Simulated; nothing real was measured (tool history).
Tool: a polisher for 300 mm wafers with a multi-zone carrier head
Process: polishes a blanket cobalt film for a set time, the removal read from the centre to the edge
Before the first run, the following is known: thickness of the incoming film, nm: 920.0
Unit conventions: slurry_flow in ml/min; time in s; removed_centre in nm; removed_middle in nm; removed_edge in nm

run  hour  slurry_flow  centre_zone  middle_zone  edge_zone  time  removed_centre  removed_middle  removed_edge
  1     0          185            1            1          1    63          234.85          229.26        234.38
  2   4.8          170         1.01         0.94       0.98    56          201.98          193.52        203.47
  3  12.6          165         1.05          0.9          1    51          194.63          166.72        185.69
  4  13.5          165         1.05          0.9          1    61          230.04          201.74        223.34
  5  18.3          165         1.05          0.9          1    67           257.2          218.36        244.02
  6  23.1          155         1.05         0.87          1    59          218.72          182.14         215.5

The next listed run, before its measurement:
  7  28.7          150         1.05         0.82        0.9    41               ?               ?             ?

{"run 7": {"removed_centre": 152.37, "removed_middle": 123.43, "removed_edge": 140.31}}

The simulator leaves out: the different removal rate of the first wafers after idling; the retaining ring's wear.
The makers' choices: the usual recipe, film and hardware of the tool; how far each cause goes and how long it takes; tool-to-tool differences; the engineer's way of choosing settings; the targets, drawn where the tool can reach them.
